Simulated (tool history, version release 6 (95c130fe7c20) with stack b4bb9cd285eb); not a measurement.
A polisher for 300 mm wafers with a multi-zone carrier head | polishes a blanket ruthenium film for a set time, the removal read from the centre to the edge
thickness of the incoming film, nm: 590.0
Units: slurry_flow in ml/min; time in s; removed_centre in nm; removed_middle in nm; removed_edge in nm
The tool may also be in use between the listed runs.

run	hour	slurry_flow	centre_zone	middle_zone	edge_zone	time	removed_centre	removed_middle	removed_edge
1	0.0	130	1.00	1.00	1.00	76	110.69	108.36	116.48
2	6.5	140	1.03	1.01	1.04	79	118.65	115.53	125.63
3	10.7	140	1.03	1.01	1.10	79	119.41	115.30	127.44
4	14.2	115	1.03	1.01	1.10	79	112.39	109.13	125.60
5	21.9	125	1.06	1.02	1.11	81	120.32	116.91	129.79
6	27.4	125	1.06	1.05	1.11	81	123.89	115.67	130.73
7	29.3	135	1.07	1.06	1.13	83	129.40	126.54	134.98
8	36.6	145	1.09	1.03	1.15	84	135.46	126.24	141.93
9	38.0	180	1.15	1.05	1.15	84	147.94	133.18	144.78
10	41.7	185	1.15	1.05	1.16	84	150.41	134.28	145.14
11	47.0	185	1.15	1.05	1.17	85	148.38	138.48	146.34
# hour 55.1: edge zone pressure recalibrated
12	55.1	185	1.16	1.04	1.17	86	154.22	133.69	140.66

The next listed run, before its measurement:
13	58.3	175	1.15	1.05	1.18	87	?	?	?

removed_centre: 151.38 nm
removed_middle: 137.67 nm
removed_edge: 142.05 nm
